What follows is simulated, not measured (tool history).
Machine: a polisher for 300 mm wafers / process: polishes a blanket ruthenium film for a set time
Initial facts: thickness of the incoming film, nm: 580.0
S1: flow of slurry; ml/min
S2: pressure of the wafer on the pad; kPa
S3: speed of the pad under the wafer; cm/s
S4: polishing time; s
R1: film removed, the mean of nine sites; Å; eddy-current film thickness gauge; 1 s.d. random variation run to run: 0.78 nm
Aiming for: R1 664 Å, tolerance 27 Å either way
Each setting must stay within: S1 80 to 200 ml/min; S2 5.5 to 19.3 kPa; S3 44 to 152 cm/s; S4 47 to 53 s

Run 1, day 0: S1 130 ml/min, S2 12.4 kPa, S3 98 cm/s, S4 53 s. Result: R1 472.04 Å.
Run 2, day 0.267: S1 135 ml/min, S2 13.1 kPa, S3 98 cm/s, S4 53 s. Result: R1 508.36 Å.
Run 3, day 0.354: S1 160 ml/min, S2 13.1 kPa, S3 98 cm/s, S4 53 s. Result: R1 517.12 Å.
Run 4, day 0.567: S1 160 ml/min, S2 13.8 kPa, S3 98 cm/s, S4 53 s. Result: R1 549.3 Å.
Run 5, day 0.929: S1 160 ml/min, S2 14.5 kPa, S3 98 cm/s, S4 53 s. Result: R1 573.13 Å.
Run 6, day 1.267: S1 160 ml/min, S2 15.2 kPa, S3 98 cm/s, S4 53 s. Result: R1 600.64 Å.
Run 7, day 1.292: S1 160 ml/min, S2 15.2 kPa, S3 98 cm/s, S4 53 s. Result: R1 612.99 Å.
Run 8, day 1.558: S1 160 ml/min, S2 15.9 kPa, S3 98 cm/s, S4 53 s. Result: R1 634.7 Å.

Which one of the following 4 next-run settings gets every result inside its allowed miss? There is exactly one.
Run A, day 1.825: S1 130 ml/min, S2 15.2 kPa, S3 104 cm/s, S4 50 s. Result: R1 ?.
Run B, day 1.825: S1 155 ml/min, S2 15.9 kPa, S3 96 cm/s, S4 51 s. Result: R1 ?.
Run C, day 1.825: S1 175 ml/min, S2 13.8 kPa, S3 102 cm/s, S4 51 s. Result: R1 ?.
Run D, day 1.825: S1 200 ml/min, S2 17.2 kPa, S3 94 cm/s, S4 52 s. Result: R1 ?.

move      R1
   A  585.25
   B  594.63
   C  560.65
   D   668.7
A: further off than the last run
B: further off than the last run
C: further off than the last run
D: all results in spec
Correct choice: D, which meets every target
